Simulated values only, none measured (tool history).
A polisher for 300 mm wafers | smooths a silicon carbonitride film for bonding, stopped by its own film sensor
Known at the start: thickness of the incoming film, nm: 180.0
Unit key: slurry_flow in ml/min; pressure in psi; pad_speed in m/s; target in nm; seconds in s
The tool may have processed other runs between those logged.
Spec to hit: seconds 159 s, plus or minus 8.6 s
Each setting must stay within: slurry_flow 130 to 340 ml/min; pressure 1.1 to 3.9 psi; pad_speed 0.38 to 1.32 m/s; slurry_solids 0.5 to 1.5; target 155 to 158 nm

run	hour	slurry_flow	pressure	pad_speed	slurry_solids	target	seconds
1	0	220	2.5	0.84	1	155	114.83
2	0.6	220	1.9	0.84	1	155	144.65
3	5.2	220	1.9	0.84	1	155	148.11
4	11.6	220	1.4	0.84	1	155	198.53
5	12.1	220	1.5	0.84	1	155	187.21
6	13	220	1.5	0.72	1	155	211.28
7	19.9	220	1.6	0.72	1	155	191.5
8	28.8	220	1.7	0.72	1	155	186.24
9	36.7	220	1.8	0.72	1	155	171.75

Below are 5 possible settings for the next run. Only one of them brings all results inside the allowed miss of their targets. Which is it?
A	44.6	175	2	0.5	1.1	158	?
B	44.6	265	1.8	0.6	0.9	158	?
C	44.6	190	2.7	0.48	0.85	158	?
D	44.6	240	2	0.54	1.15	155	?
E	44.6	260	1.7	0.78	0.85	155	?

move	seconds
A	183.51
B	180.79
C	159.16
D	183.72
E	180.83
A: the biggest miss grows against the last run
B: the biggest miss grows against the last run
C: all results in spec
D: the biggest miss grows against the last run
E: the biggest miss grows against the last run
So the answer is move C, the one that meets all the targets.
